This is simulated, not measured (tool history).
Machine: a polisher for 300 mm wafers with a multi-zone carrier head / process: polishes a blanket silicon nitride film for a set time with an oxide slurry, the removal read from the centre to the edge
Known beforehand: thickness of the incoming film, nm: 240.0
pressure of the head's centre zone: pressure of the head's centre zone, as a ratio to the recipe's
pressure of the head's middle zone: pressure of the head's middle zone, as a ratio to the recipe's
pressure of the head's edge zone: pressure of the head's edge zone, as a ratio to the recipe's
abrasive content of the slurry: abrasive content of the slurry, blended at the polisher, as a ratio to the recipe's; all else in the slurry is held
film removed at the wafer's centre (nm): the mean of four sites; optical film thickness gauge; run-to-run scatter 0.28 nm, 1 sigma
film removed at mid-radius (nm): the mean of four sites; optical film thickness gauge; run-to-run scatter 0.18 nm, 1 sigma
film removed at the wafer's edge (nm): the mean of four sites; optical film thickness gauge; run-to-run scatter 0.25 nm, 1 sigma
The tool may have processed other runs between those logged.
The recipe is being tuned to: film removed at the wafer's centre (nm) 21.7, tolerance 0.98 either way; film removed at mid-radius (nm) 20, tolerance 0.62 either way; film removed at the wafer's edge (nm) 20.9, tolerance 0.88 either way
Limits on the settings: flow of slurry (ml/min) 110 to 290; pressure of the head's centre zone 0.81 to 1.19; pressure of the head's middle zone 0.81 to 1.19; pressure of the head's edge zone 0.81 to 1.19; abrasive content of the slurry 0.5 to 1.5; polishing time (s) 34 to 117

run  hour  flow of slurry (ml/min)  pressure of the head's centre zone  pressure of the head's middle zone  pressure of the head's edge zone  abrasive content of the slurry  polishing time (s)  film removed at the wafer's centre (nm)  film removed at mid-radius (nm)  film removed at the wafer's edge (nm)
  1     0                      185                                   1                                   1                                 1                               1                  75                                   44.042                           44.589                                 45.978
  2   2.7                      185                                   1                                   1                                 1                               1                  65                                   40.351                           38.803                                 38.772
  3   8.6                      180                                0.99                                0.99                              0.99                            0.95                  63                                   36.521                           36.006                                 36.513
  4  10.8                      180                                0.99                                0.98                              0.98                             0.9                  61                                   34.842                            34.36                                 34.865
  5  17.2                      180                                0.99                                0.98                              0.98                            1.05                  61                                   36.747                           36.229                                 36.801
  6  20.3                      180                                0.99                                0.98                              0.98                            1.25                  61                                   39.515                           39.056                                 40.014
  7  24.5                      155                                0.95                                0.88                              0.88                               1                  40                                   22.824                           21.006                                  22.39
  8  28.2                      150                                0.95                                0.88                              0.87                               1                  40                                   22.088                           20.509                                 21.884
  9  33.4                      145                                0.96                                0.88                              0.84                               1                  40                                   22.074                           20.721                                 21.632

Exactly one of the 4 candidate moves below puts every result within its allowed miss. Which one?
  A  38.6                      145                                1.08                                0.97                              0.81                               1                  39                                        ?                                ?                                      ?
  B  38.6                      110                                0.93                                0.91                              0.82                            0.95                  44                                        ?                                ?                                      ?
  C  38.6                      185                                0.97                                0.88                              0.86                             0.8                  41                                        ?                                ?                                      ?
  D  38.6                      140                                0.89                                0.81                               0.9                            1.05                  41                                        ?                                ?                                      ?

move  film removed at the wafer's centre (nm)  film removed at mid-radius (nm)  film removed at the wafer's edge (nm)
   A                                   23.798                           21.706                                 21.121
   B                                   21.433                           21.251                                 22.279
   C                                   21.679                           19.955                                 21.169
   D                                   21.708                           20.299                                  23.71
A: lands further from the targets than the last run did
B: lands further from the targets than the last run did
C: meets every target
D: puts the biggest miss on target and leaves a different result outside tolerance
The right move is C.
